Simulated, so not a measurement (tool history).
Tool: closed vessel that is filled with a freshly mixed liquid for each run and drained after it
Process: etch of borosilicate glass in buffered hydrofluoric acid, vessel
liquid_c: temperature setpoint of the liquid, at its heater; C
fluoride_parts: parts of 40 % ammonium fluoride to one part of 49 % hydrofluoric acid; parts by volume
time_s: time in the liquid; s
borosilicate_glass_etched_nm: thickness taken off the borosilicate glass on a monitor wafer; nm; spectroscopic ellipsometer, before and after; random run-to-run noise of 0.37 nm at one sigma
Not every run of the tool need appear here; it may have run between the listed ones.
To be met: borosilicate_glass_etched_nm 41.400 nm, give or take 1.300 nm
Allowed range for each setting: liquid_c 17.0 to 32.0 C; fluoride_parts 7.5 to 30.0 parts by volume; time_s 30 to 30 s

run	hour	liquid_c	fluoride_parts	time_s	borosilicate_glass_etched_nm
1	0.0	24.0	22.0	30	18.366
2	3.6	24.0	22.0	30	18.642
3	5.3	26.5	18.5	30	24.568
4	7.4	28.0	17.0	30	28.409
5	9.3	28.0	22.0	30	22.980
6	11.9	29.5	22.0	30	24.725
7	15.8	30.5	19.0	30	29.324
8	19.5	31.0	17.0	30	33.667
9	28.7	31.5	16.0	30	37.376
10	33.3	31.5	15.5	30	37.739
11	40.2	31.5	15.5	30	38.589
12	44.8	31.5	15.0	30	38.512

Which single option among these 5 for the next run brings every result within its allowed miss of target? Just one does.
A	49.4	30.0	12.5	30	?
B	49.4	30.5	15.5	30	?
C	49.4	31.5	15.5	30	?
D	49.4	28.5	14.0	30	?
E	49.4	31.0	14.0	30	?

move	borosilicate_glass_etched_nm
A	43.654
B	36.238
C	38.156
D	36.111
E	41.111
A: pushes the last run's worst result past its target
B: lands further from the targets than the last run did
C: lands further from the targets than the last run did
D: lands further from the targets than the last run did
E: hits every target within its allowed miss
So the answer is move E, the one that meets all the targets.
